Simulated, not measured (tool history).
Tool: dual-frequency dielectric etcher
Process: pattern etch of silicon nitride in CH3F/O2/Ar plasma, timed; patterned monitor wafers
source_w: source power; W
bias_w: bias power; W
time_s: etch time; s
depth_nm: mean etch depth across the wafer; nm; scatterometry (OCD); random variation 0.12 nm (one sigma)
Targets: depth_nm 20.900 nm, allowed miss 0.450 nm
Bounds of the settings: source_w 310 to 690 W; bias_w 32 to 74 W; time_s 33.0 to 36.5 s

run	hour	source_w	bias_w	time_s	depth_nm
1	0.0	500	53	36.5	23.770
2	8.1	460	52	36.5	22.961
3	13.7	460	59	36.5	24.561
4	20.4	530	59	36.5	25.768
5	26.5	570	59	36.5	26.108
6	31.2	570	59	36.5	26.059
7	39.7	510	54	36.0	23.931
8	44.8	460	52	36.0	22.764
# hour 51.2: source power generator calibrated
9	51.2	430	51	36.0	21.695
10	54.9	420	51	36.0	21.585
11	60.9	410	51	36.0	21.377

Which of these 5 next moves meets every target?
A	66.9	320	59	35.0	?
B	66.9	480	54	34.5	?
C	66.9	410	54	36.0	?
D	66.9	430	54	35.5	?
E	66.9	440	56	35.5	?

move	depth_nm
A	20.709
B	21.992
C	21.873
D	21.880
E	22.438
A: meets every target
B: further off than the last run
C: further off than the last run
D: further off than the last run
E: further off than the last run
Move A is the one to make.

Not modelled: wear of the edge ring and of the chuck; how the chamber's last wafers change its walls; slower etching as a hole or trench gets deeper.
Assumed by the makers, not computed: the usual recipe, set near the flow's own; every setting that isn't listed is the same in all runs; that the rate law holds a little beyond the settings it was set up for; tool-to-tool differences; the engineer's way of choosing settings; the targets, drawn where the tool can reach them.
